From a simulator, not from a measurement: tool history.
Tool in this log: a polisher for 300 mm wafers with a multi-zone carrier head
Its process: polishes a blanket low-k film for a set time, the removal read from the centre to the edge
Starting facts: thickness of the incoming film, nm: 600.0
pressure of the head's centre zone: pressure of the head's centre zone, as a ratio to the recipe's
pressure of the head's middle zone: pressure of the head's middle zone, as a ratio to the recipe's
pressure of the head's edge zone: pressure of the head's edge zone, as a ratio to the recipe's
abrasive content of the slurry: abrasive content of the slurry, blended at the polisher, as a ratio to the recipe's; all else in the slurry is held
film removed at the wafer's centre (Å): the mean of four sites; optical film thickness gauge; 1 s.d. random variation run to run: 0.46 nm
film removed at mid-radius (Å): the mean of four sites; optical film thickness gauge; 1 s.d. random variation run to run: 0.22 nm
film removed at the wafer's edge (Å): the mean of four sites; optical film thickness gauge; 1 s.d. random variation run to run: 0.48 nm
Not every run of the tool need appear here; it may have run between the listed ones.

run,hour,flow of slurry (ml/min),pressure of the head's centre zone,pressure of the head's middle zone,pressure of the head's edge zone,abrasive content of the slurry,polishing time (s),film removed at the wafer's centre (Å),film removed at mid-radius (Å),film removed at the wafer's edge (Å)
1,0.0,190,1.00,1.00,1.00,1.0,57,209.04,212.27,208.24
2,0.9,190,1.00,1.00,1.00,1.0,44,162.09,162.37,158.75
3,6.3,190,0.91,1.00,1.00,1.0,44,146.46,163.81,159.39
4,9.7,190,0.91,1.00,0.96,1.0,44,146.62,163.58,161.12
5,10.6,190,0.97,1.00,0.96,1.0,44,157.90,162.81,161.23
6,12.1,190,0.97,0.92,0.96,1.0,44,156.70,149.98,155.76
7,16.3,185,0.97,0.92,0.97,1.1,50,182.95,177.44,189.12

What does the tool deliver on the next run?
8,17.8,180,0.99,0.93,0.97,1.2,53,?,?,?

{"run 8": {"film removed at the wafer's centre (Å)": 203.48, "film removed at mid-radius (Å)": 195.03, "film removed at the wafer's edge (Å)": 204.6}}
